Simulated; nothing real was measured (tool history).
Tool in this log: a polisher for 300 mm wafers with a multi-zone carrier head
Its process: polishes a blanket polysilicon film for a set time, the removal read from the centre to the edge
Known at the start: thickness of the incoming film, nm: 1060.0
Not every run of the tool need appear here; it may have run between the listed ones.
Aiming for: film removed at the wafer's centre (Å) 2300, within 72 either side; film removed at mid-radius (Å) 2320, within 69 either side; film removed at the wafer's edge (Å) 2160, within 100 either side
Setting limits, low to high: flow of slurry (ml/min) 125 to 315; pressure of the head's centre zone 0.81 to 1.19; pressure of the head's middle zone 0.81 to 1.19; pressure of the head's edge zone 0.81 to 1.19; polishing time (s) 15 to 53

run,hour,flow of slurry (ml/min),pressure of the head's centre zone,pressure of the head's middle zone,pressure of the head's edge zone,polishing time (s),film removed at the wafer's centre (Å),film removed at mid-radius (Å),film removed at the wafer's edge (Å)
1,0,205,1,1,1,34,3143.7,3279.4,3305.1
2,5.7,205,0.96,1,1,34,3019.5,3280.5,3183
3,11.4,215,0.95,0.97,0.95,32,2858.6,3049.2,3025.3
4,14.5,215,0.95,0.97,0.95,24,2115.9,2277.6,2229.2
5,22.9,215,0.89,0.97,0.95,24,2034.4,2289.1,2306.1
# hour 24.2: worn pad replaced by a new one
6,24.2,225,0.92,0.97,0.94,24,2215.4,2413.6,2449.5
7,32.5,220,0.95,0.98,0.93,24,2312.3,2476.7,2415.1
8,35.3,210,0.97,0.98,0.93,23,2204,2340.5,2309.6
9,42.3,210,0.97,0.98,0.93,23,2203.4,2379.3,2329.6
10,48.5,220,1,0.99,0.93,22,2188,2275.4,2226.1

5 candidate next runs follow, results not yet known. Just one meets every target within its allowed miss. Identify it.
A,54.7,220,1.05,0.9,0.87,22,?,?,?
B,54.7,235,1.14,1.01,0.85,22,?,?,?
C,54.7,230,1.05,1.02,0.89,22,?,?,?
D,54.7,215,0.9,0.85,1.05,24,?,?,?
E,54.7,200,0.98,0.93,0.93,24,?,?,?

move,film removed at the wafer's centre (Å),film removed at mid-radius (Å),film removed at the wafer's edge (Å)
A,2323.6,2078.4,2151.4
B,2551.6,2274.7,2146
C,2341.4,2285.2,2176.1
D,2161.4,2173.8,2512.9
E,2327.2,2287.2,2377.3
A: brings the result that was furthest off to its target, and leaves another outside
B: takes the result that was furthest off past its target
C: all results in spec
D: misses by more than the last run did
E: brings the result that was furthest off to its target, and leaves another outside
Move C is the one to make.

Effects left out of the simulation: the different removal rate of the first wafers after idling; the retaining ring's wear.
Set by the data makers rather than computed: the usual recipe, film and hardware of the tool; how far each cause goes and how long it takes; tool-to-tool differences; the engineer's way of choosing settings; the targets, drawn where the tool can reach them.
